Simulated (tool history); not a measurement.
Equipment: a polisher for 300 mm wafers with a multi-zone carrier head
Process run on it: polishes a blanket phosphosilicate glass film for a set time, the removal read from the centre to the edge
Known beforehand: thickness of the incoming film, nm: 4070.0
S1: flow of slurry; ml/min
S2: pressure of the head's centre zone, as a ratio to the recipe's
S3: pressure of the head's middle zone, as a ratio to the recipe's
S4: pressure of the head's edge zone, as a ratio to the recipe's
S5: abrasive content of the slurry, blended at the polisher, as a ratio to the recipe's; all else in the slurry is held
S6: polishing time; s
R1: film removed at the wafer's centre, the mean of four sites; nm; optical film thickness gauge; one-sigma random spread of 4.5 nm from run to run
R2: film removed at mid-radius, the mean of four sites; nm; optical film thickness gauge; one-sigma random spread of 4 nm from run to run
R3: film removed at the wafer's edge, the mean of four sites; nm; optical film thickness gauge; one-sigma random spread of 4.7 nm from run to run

run  hour   S1    S2    S3    S4    S5  S6      R1      R2      R3
  1     0  185     1     1     1     1  55  791.45  778.53  778.82
  2   0.6  185     1  0.93     1     1  55  788.78  731.66  774.67
  3   3.3  185     1  0.93     1     1  44  626.44  577.94  648.69
  4    11  175  0.97   0.9  0.96   0.9  44  567.35  525.03  578.84
  5    15  160  0.94  0.88  0.95   0.9  44  548.67  518.24  565.75
  6  19.9  160  0.94  0.88  0.92   0.9  44  551.53  512.74  558.07
  7  21.3  155  0.92  0.86  0.93  0.85  44  517.09  473.02  550.16
  8  23.8  150   0.9  0.86  0.92  0.85  44  506.19  472.03  531.52

The next listed run, before its measurement:
  9  25.6  145  0.88  0.86  0.93  0.85  44   ?   ?   ?

R1: 499.74 nm
R2: 468.97 nm
R3: 530.29 nm
